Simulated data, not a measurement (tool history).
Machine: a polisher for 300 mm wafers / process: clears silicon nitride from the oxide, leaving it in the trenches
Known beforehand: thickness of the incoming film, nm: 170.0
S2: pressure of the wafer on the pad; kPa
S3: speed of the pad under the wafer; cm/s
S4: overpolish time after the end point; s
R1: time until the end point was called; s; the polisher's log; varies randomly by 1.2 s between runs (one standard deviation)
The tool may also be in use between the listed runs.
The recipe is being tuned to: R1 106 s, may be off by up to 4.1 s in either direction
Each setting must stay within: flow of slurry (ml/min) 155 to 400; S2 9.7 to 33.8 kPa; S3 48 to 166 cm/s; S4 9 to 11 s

{"run": 1, "day": 0.0, "flow of slurry (ml/min)": 255, "S2": 21.4, "S3": 106, "S4": 11, "R1": 177.64}
{"run": 2, "day": 0.354, "flow of slurry (ml/min)": 300, "S2": 21.4, "S3": 106, "S4": 11, "R1": 175.47}
{"run": 3, "day": 0.654, "flow of slurry (ml/min)": 300, "S2": 25.5, "S3": 106, "S4": 11, "R1": 148.91}
{"run": 4, "day": 0.879, "flow of slurry (ml/min)": 300, "S2": 27.6, "S3": 106, "S4": 11, "R1": 138.79}
{"day": 0.983, "done": "head pressure recalibrated"}
{"run": 5, "day": 0.983, "flow of slurry (ml/min)": 300, "S2": 27.6, "S3": 106, "S4": 9, "R1": 121.4}
{"run": 6, "day": 1.3, "flow of slurry (ml/min)": 300, "S2": 27.6, "S3": 80, "S4": 9, "R1": 160.58}
{"run": 7, "day": 1.421, "flow of slurry (ml/min)": 300, "S2": 27.6, "S3": 80, "S4": 9, "R1": 159.97}
{"run": 8, "day": 1.579, "flow of slurry (ml/min)": 300, "S2": 27.6, "S3": 80, "S4": 9, "R1": 162.19}
{"run": 9, "day": 1.812, "flow of slurry (ml/min)": 300, "S2": 29, "S3": 84, "S4": 9, "R1": 146.91}
{"run": 10, "day": 1.858, "flow of slurry (ml/min)": 300, "S2": 30.3, "S3": 88, "S4": 9, "R1": 132.9}
{"run": 11, "day": 2.125, "flow of slurry (ml/min)": 300, "S2": 31, "S3": 90, "S4": 9, "R1": 128.13}
{"run": 12, "day": 2.233, "flow of slurry (ml/min)": 300, "S2": 31.7, "S3": 92, "S4": 9, "R1": 122.25}
{"run": 13, "day": 2.329, "flow of slurry (ml/min)": 300, "S2": 32.4, "S3": 94, "S4": 9, "R1": 117.84}
{"run": 14, "day": 2.633, "flow of slurry (ml/min)": 300, "S2": 33.1, "S3": 96, "S4": 9, "R1": 112.95}

Of the 4 settings listed for the next run, only one would bring every result within its allowed miss of target. Which one?
{"run": "A", "day": 2.938, "flow of slurry (ml/min)": 330, "S2": 32.4, "S3": 102, "S4": 10, "R1": "?"}
{"run": "B", "day": 2.938, "flow of slurry (ml/min)": 365, "S2": 30.3, "S3": 102, "S4": 11, "R1": "?"}
{"run": "C", "day": 2.938, "flow of slurry (ml/min)": 300, "S2": 29, "S3": 106, "S4": 9, "R1": "?"}
{"run": "D", "day": 2.938, "flow of slurry (ml/min)": 325, "S2": 33.8, "S3": 108, "S4": 9, "R1": "?"}

move=A R1=106.53
move=B R1=112.83
move=C R1=115.41
move=D R1=96.863
A: meets every target
B: no nearer and no further than the last run
C: misses by more than the last run did
D: moves the result that the last run missed by most past its target, out the other side
A is the move that brings every result within its allowed miss.
